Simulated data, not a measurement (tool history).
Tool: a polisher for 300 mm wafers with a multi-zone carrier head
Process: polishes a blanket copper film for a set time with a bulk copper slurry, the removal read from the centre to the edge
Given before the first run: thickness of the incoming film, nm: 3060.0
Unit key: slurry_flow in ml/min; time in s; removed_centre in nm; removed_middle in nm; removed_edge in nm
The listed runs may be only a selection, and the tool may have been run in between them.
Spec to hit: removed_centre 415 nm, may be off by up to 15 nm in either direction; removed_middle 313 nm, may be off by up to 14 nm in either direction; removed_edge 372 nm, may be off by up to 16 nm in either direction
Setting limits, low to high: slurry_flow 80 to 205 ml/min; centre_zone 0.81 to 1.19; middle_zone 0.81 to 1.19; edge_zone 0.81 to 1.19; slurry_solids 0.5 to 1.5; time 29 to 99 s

run	day	slurry_flow	centre_zone	middle_zone	edge_zone	slurry_solids	time	removed_centre	removed_middle	removed_edge
1	0	135	1	1	1	1	64	728.41	740.16	743.24
2	0.079	155	1	1	1	1	64	761.78	733.47	756.3
3	0.4	155	1	1	1	1	80	928.59	943.15	938.78
4	0.529	155	1	1.08	1	1	80	945.06	979.54	936.81
5	0.8	155	1	1.08	0.96	1	80	934.29	982.11	930.47
6	0.85	140	1.03	1.02	0.94	0.9	69	815.43	800.24	764.61
7	1.225	125	1.03	0.97	0.94	0.8	60	659.85	641.77	646.64
8	1.521	115	1.06	0.94	0.94	0.75	53	600.28	536.97	544.18
9	1.658	115	1.06	0.91	0.97	0.7	48	535.63	474.78	503.97
10	1.971	115	1.07	0.89	0.98	0.65	44	494.64	414.9	457.59
11	2.325	115	1.08	0.88	0.98	0.6	42	471.08	387.79	439.25
12	2.554	115	1.08	0.88	0.98	0.6	42	473.11	392.85	432.68

Exercise: of the 4 proposed moves below, exactly one satisfies all targets within the stated allowed misses. Which move is it?
A	2.783	105	1.19	0.97	1.02	0.5	33	?	?	?
B	2.783	120	1.13	0.82	0.99	0.75	34	?	?	?
C	2.783	125	1.08	0.86	1.07	0.75	33	?	?	?
D	2.783	140	1.07	0.81	1.1	0.55	33	?	?	?

move	removed_centre	removed_middle	removed_edge
A	385.96	326.23	343.15
B	409.01	316.27	374.86
C	382.34	321.41	379.54
D	370.29	298.53	373.7
A: the worst result of the last run now meets its target, but another is out of spec
B: every result lands within tolerance
C: the worst result of the last run now meets its target, but another is out of spec
D: moves the result that the last run missed by most past its target, out the other side
Correct choice: B, which meets every target
